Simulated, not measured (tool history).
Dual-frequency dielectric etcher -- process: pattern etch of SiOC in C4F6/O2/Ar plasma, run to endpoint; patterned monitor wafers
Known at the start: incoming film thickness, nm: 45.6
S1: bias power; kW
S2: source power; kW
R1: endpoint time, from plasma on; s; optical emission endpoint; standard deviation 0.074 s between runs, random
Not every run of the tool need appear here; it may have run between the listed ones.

{"run": 1, "hour": 0.0, "S1": 0.503, "S2": 0.25, "R1": 16.404}
{"run": 2, "hour": 0.9, "S1": 0.503, "S2": 0.21, "R1": 17.952}
{"run": 3, "hour": 8.0, "S1": 0.572, "S2": 0.21, "R1": 16.737}
{"run": 4, "hour": 14.8, "S1": 0.602, "S2": 0.22, "R1": 15.788}
{"run": 5, "hour": 20.0, "S1": 0.522, "S2": 0.22, "R1": 17.16}
{"run": 6, "hour": 25.5, "S1": 0.566, "S2": 0.22, "R1": 16.3}

Run 7 has not been measured yet. What should we expect?
{"run": 7, "hour": 31.9, "S1": 0.596, "S2": 0.23, "R1": "?"}

{"run 7": {"R1": 15.443}}
